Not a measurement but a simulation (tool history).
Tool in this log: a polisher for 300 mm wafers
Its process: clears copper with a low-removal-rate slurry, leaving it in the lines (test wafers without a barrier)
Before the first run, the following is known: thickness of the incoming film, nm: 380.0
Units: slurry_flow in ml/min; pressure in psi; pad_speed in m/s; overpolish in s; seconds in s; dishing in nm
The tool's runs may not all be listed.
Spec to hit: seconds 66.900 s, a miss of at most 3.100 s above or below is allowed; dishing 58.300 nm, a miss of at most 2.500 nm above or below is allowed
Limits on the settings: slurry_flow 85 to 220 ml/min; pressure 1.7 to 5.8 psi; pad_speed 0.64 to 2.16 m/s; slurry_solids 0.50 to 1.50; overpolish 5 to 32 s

| run | hour | slurry_flow | pressure | pad_speed | slurry_solids | overpolish | seconds | dishing |
|---|---|---|---|---|---|---|---|---|
| 1 | 0.0 | 140 | 3.7 | 1.40 | 1.00 | 16 | 88.727 | 44.974 |
| 2 | 6.3 | 145 | 3.8 | 1.40 | 1.00 | 16 | 86.768 | 46.174 |
| 3 | 15.3 | 145 | 3.9 | 1.40 | 1.00 | 16 | 87.170 | 47.157 |
| 4 | 19.1 | 145 | 4.1 | 1.40 | 1.00 | 16 | 79.987 | 49.742 |
| 5 | 21.4 | 110 | 4.1 | 1.40 | 1.00 | 16 | 83.760 | 47.448 |
| 6 | 29.9 | 115 | 4.2 | 1.40 | 1.00 | 16 | 82.824 | 48.269 |
| 7 | 37.7 | 120 | 4.3 | 1.40 | 1.00 | 16 | 79.152 | 51.193 |
| 8 | 41.9 | 125 | 4.4 | 1.40 | 1.00 | 16 | 77.956 | 51.347 |
|  | 50.1 | head pressure recalibrated |
| 9 | 50.1 | 125 | 5.1 | 1.42 | 1.00 | 16 | 61.661 | 60.860 |
| 10 | 55.3 | 120 | 5.1 | 1.42 | 1.00 | 16 | 63.207 | 60.849 |

Consider the 4 candidate settings below. Which is the only one whose results all fall within their allowed miss of target?
| A | 60.5 | 85 | 4.6 | 1.48 | 0.95 | 18 | ? | ? |
| B | 60.5 | 120 | 5.8 | 1.18 | 1.15 | 17 | ? | ? |
| C | 60.5 | 120 | 5.8 | 1.34 | 0.65 | 16 | ? | ? |
| D | 60.5 | 125 | 4.6 | 1.44 | 1.00 | 18 | ? | ? |

| move | seconds | dishing |
|---|---|---|
| A | 74.157 | 58.483 |
| B | 63.392 | 63.938 |
| C | 67.413 | 58.415 |
| D | 68.969 | 61.645 |
A: takes the biggest miss from the last run beyond its target
B: lands further from the targets than the last run did
C: hits every target within its allowed miss
D: puts the biggest miss on target and leaves a different result outside tolerance
The move that meets every target is C.
